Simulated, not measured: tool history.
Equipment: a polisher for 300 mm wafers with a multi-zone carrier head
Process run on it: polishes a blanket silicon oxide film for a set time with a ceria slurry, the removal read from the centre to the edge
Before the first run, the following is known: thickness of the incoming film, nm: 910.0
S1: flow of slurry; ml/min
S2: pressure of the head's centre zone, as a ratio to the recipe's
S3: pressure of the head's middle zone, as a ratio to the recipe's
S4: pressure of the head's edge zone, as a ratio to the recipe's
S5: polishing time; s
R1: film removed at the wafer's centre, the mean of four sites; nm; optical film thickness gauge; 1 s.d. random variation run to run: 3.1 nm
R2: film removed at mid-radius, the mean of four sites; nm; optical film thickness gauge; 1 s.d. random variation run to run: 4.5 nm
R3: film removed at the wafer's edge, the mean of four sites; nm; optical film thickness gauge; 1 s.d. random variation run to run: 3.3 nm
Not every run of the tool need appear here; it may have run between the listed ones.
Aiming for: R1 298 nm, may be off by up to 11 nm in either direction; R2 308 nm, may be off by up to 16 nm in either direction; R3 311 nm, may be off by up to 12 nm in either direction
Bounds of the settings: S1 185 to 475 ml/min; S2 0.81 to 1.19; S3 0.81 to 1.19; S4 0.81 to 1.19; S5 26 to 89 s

run   hour   S1    S2    S3    S4  S5      R1      R2      R3
  1      0  305     1     1     1  57  237.74   236.4  237.53
  2    0.6  305     1     1     1  47  194.77  194.47  195.24
  3    8.8  305     1     1  0.95  47  196.98  191.99  193.91
  4    9.4  305     1     1  0.96  51  212.14   212.9  208.41
  5   14.8  305  0.92     1  0.96  51  195.63  211.79  210.29
  6   20.8  305  0.93     1  0.97  54  211.39  227.66  219.84
  7   27.4  305  0.93  0.99  0.99  57  224.45  234.61  235.48
  8   35.8  305  0.93  0.99  0.99  57  222.89  230.12  232.87
  9   41.1  305  0.93     1     1  59  225.99  240.84  245.82
 10   46.7  305  0.95  1.01  1.01  61  238.64  256.73  254.39
 11   50.7  305  0.96  1.01  1.02  62  248.79  261.71  261.76
 12     57  305  0.97  1.02  1.04  63  253.73  265.37  263.38
 13   61.2  305  0.97  1.02  1.04  64  261.03  267.24   272.5
 14   69.5  305  0.97  1.02  1.04  64  263.77  277.66  271.64
 15     78  305  0.97  1.02  1.05  65   262.5  280.73   280.6
 16   84.7  305  0.98  1.02  1.06  66   263.1  282.25  279.98
 17   86.7  305  0.98  1.02  1.06  67  272.84  287.21  284.65
 18   93.7  305  0.98  1.02  1.07  68  279.32  278.04  294.04
 19   98.1  305  0.98  1.03  1.07  68  280.29  296.25  288.58
 20  102.6  305  0.98  1.03  1.07  69     283  298.99  293.54

Exactly one of the 5 candidate moves below puts every result within its allowed miss. Which one?
  A  107.1  475     1  1.05  1.16  69   ?   ?   ?
  B  107.1  345  0.97  1.19  1.03  66   ?   ?   ?
  C  107.1  325  0.96  0.97  1.18  68   ?   ?   ?
  D  107.1  340  0.99  1.05  1.03  68   ?   ?   ?
  E  107.1  305  0.96  1.06  1.05  67   ?   ?   ?

move      R1      R2      R3
   A  300.65  308.27  313.89
   B  271.78  320.49   280.8
   C  274.97  275.75  304.66
   D  285.14  296.13  289.55
   E  269.18  291.04  284.98
A: in spec on every target
B: misses by more than the last run did
C: the worst result of the last run now meets its target, but another is out of spec
D: misses by more than the last run did
E: misses by more than the last run did
Go with A: it meets all targets.
